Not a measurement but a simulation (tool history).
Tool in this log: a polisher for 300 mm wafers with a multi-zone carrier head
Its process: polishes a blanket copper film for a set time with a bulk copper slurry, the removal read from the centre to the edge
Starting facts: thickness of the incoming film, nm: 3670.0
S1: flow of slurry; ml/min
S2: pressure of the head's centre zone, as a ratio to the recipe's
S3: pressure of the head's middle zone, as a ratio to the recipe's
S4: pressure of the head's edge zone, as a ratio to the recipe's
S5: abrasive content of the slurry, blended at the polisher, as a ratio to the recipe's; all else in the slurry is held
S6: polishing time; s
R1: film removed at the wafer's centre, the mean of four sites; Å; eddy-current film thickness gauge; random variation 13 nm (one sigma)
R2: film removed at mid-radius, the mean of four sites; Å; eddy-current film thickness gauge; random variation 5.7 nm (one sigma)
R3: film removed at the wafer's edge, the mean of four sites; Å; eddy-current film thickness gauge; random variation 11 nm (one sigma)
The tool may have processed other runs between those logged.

run 1 hour=0.0 | S1=180 S2=1.00 S3=1.00 S4=1.00 S5=1.00 S6=54 | R1=6055.2 R2=6198.4 R3=6167.5
run 2 hour=8.8 | S1=200 S2=1.05 S3=1.00 S4=1.01 S5=1.15 S6=56 | R1=6931.1 R2=6743.8 R3=6680.1
run 3 hour=16.7 | S1=215 S2=1.09 S3=0.99 S4=1.02 S5=1.25 S6=58 | R1=7599.7 R2=7122.9 R3=7205.3
run 4 hour=19.3 | S1=215 S2=1.09 S3=0.99 S4=1.07 S5=1.25 S6=58 | R1=7678.7 R2=7093.2 R3=7434.4
run 5 hour=22.7 | S1=185 S2=1.09 S3=0.99 S4=1.07 S5=1.25 S6=58 | R1=7540.0 R2=6965.8 R3=7074.1
run 6 hour=28.6 | S1=185 S2=1.12 S3=0.98 S4=1.07 S5=1.30 S6=60 | R1=8053.6 R2=7229.8 R3=7462.4

Run 7, settings as shown, results not yet in. Your forecast:
run 7 hour=36.9 | S1=195 S2=1.14 S3=0.97 S4=1.04 S5=1.35 S6=62 | R1=? R2=? R3=?

Run 7 yielded R1 8661.4 Å, R2 7500.8 Å, R3 7716.3 Å.
